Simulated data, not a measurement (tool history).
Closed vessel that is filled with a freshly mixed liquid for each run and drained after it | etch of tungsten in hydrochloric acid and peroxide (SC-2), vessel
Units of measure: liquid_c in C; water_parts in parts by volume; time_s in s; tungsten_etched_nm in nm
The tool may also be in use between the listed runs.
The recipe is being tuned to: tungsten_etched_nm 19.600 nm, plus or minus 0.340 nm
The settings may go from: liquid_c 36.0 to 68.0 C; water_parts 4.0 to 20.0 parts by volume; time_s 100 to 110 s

{"run": 1, "hour": 0.0, "liquid_c": 52.0, "water_parts": 11.0, "time_s": 100, "tungsten_etched_nm": 22.459}
{"run": 2, "hour": 6.2, "liquid_c": 52.0, "water_parts": 11.0, "time_s": 110, "tungsten_etched_nm": 24.785}
{"run": 3, "hour": 15.3, "liquid_c": 52.0, "water_parts": 12.5, "time_s": 110, "tungsten_etched_nm": 22.057}
{"run": 4, "hour": 21.2, "liquid_c": 52.0, "water_parts": 9.5, "time_s": 110, "tungsten_etched_nm": 27.95}
{"run": 5, "hour": 27.4, "liquid_c": 52.0, "water_parts": 11.5, "time_s": 110, "tungsten_etched_nm": 23.792}
{"run": 6, "hour": 34.6, "liquid_c": 51.5, "water_parts": 11.5, "time_s": 110, "tungsten_etched_nm": 23.124}
{"run": 7, "hour": 43.8, "liquid_c": 51.0, "water_parts": 11.5, "time_s": 110, "tungsten_etched_nm": 22.179}
{"run": 8, "hour": 48.6, "liquid_c": 50.0, "water_parts": 11.5, "time_s": 110, "tungsten_etched_nm": 20.74}
{"run": 9, "hour": 54.1, "liquid_c": 49.5, "water_parts": 11.5, "time_s": 110, "tungsten_etched_nm": 20.193}

4 next moves are on the table. One of them brings every result within its allowed miss. Which?
{"run": "A", "hour": 59.6, "liquid_c": 48.5, "water_parts": 10.0, "time_s": 105, "tungsten_etched_nm": "?"}
{"run": "B", "hour": 59.6, "liquid_c": 51.0, "water_parts": 11.5, "time_s": 100, "tungsten_etched_nm": "?"}
{"run": "C", "hour": 59.6, "liquid_c": 46.5, "water_parts": 8.5, "time_s": 105, "tungsten_etched_nm": "?"}
{"run": "D", "hour": 59.6, "liquid_c": 48.5, "water_parts": 11.0, "time_s": 110, "tungsten_etched_nm": "?"}

move=A tungsten_etched_nm=20.476
move=B tungsten_etched_nm=20.439
move=C tungsten_etched_nm=20.496
move=D tungsten_etched_nm=19.771
A: misses by more than the last run did
B: misses by more than the last run did
C: misses by more than the last run did
D: in spec on every target
D meets every target.
